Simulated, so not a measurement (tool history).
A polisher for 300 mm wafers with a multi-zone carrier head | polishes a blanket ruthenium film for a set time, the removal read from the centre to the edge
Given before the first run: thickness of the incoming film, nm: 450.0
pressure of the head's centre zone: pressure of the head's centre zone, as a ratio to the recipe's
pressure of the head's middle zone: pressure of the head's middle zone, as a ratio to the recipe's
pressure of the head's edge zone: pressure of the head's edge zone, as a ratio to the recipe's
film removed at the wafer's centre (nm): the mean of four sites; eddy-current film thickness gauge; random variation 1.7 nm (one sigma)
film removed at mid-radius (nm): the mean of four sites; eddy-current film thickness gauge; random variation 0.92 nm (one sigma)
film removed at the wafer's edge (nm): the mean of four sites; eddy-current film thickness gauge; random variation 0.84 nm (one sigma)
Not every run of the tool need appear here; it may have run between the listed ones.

run,hour,flow of slurry (ml/min),pressure of the head's centre zone,pressure of the head's middle zone,pressure of the head's edge zone,polishing time (s),film removed at the wafer's centre (nm),film removed at mid-radius (nm),film removed at the wafer's edge (nm)
1,0,185,1,1,1,66,103.58,104.7,107.04
2,6.5,185,1,1,1,78,121.2,124.01,127.63
3,14.5,185,1,1,1,90,140.46,141.82,145.28
4,23.4,185,1,1,1.04,90,138.92,140.19,149.32
5,30,185,0.92,1,1.04,90,132.43,140.45,150.22
6,30.8,185,0.92,1.03,1.04,90,131.54,145.56,148.67
7,32.6,170,0.91,1.02,1.02,89,124.1,138.57,144.98
8,35,160,0.92,1.02,0.99,88,121.73,137.19,138.82
9,38.7,155,0.93,1.01,0.98,88,122.38,137.46,137.5

Run 10 comes next. What will it give?
10,44,150,0.93,1,0.98,88,?,?,?

{"run 10": {"film removed at the wafer's centre (nm)": 124.28, "film removed at mid-radius (nm)": 133.28, "film removed at the wafer's edge (nm)": 137.89}}
